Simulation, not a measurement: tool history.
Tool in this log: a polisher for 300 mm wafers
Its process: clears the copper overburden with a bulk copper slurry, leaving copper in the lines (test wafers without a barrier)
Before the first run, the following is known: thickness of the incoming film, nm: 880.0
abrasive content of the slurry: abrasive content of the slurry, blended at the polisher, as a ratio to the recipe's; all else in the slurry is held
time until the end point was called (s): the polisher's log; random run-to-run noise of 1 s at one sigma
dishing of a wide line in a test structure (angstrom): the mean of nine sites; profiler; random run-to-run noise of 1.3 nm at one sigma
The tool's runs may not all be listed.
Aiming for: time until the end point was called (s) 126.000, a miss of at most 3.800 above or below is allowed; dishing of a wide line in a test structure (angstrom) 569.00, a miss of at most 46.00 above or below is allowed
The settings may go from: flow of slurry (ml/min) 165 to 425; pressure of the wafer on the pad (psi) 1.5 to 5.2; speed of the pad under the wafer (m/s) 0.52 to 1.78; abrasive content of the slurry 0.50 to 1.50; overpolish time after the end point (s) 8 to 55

| run | hour | flow of slurry (ml/min) | pressure of the wafer on the pad (psi) | speed of the pad under the wafer (m/s) | abrasive content of the slurry | overpolish time after the end point (s) | time until the end point was called (s) | dishing of a wide line in a test structure (angstrom) |
|---|---|---|---|---|---|---|---|---|
| 1 | 0.0 | 275 | 3.3 | 1.14 | 1.00 | 28 | 69.750 | 968.95 |
| 2 | 1.4 | 275 | 3.3 | 1.14 | 1.15 | 28 | 67.974 | 984.26 |
| 3 | 6.0 | 280 | 2.8 | 1.14 | 1.10 | 23 | 78.910 | 886.23 |
| 4 | 8.2 | 220 | 2.8 | 1.14 | 1.10 | 23 | 78.029 | 907.64 |
|  | 17.1 | slurry blender recalibrated |
| 5 | 17.1 | 275 | 2.5 | 1.12 | 1.05 | 19 | 84.001 | 772.30 |
| 6 | 25.5 | 275 | 3.1 | 1.12 | 1.05 | 19 | 70.003 | 873.24 |
| 7 | 33.2 | 280 | 2.7 | 1.08 | 1.00 | 17 | 81.285 | 761.97 |
| 8 | 38.5 | 280 | 2.4 | 1.04 | 1.00 | 16 | 92.544 | 633.69 |
| 9 | 41.2 | 275 | 2.2 | 1.04 | 1.05 | 18 | 98.378 | 687.61 |
| 10 | 47.4 | 270 | 1.5 | 1.02 | 0.95 | 9 | 135.890 | 324.50 |
| 11 | 54.5 | 280 | 1.5 | 1.00 | 1.00 | 11 | 136.740 | 369.09 |
| 12 | 62.5 | 285 | 1.6 | 0.98 | 1.05 | 13 | 131.200 | 446.27 |
| 13 | 68.1 | 295 | 1.6 | 0.98 | 1.10 | 14 | 130.600 | 462.20 |
| 14 | 74.8 | 300 | 1.6 | 0.98 | 1.15 | 15 | 129.710 | 508.17 |
| 15 | 80.3 | 305 | 1.6 | 0.98 | 1.15 | 15 | 129.050 | 501.77 |
| 16 | 87.3 | 310 | 1.6 | 0.98 | 1.15 | 15 | 129.830 | 504.78 |

Exercise: of the 4 proposed moves below, exactly one satisfies all targets within the stated allowed misses. Which move is it?
| A | 94.3 | 290 | 1.8 | 0.92 | 0.95 | 14 | ? | ? |
| B | 94.3 | 275 | 2.3 | 0.76 | 1.10 | 15 | ? | ? |
| C | 94.3 | 340 | 1.6 | 0.98 | 1.25 | 18 | ? | ? |
| D | 94.3 | 325 | 1.9 | 0.84 | 1.15 | 13 | ? | ? |

| move | time until the end point was called (s) | dishing of a wide line in a test structure (angstrom) |
|---|---|---|
| A | 126.040 | 475.32 |
| B | 117.110 | 536.20 |
| C | 124.290 | 554.04 |
| D | 124.320 | 458.49 |
A: misses by more than the last run did
B: corrects the largest miss of the last run, while another result sits out of spec
C: meets every target
D: misses by more than the last run did
Answer: C
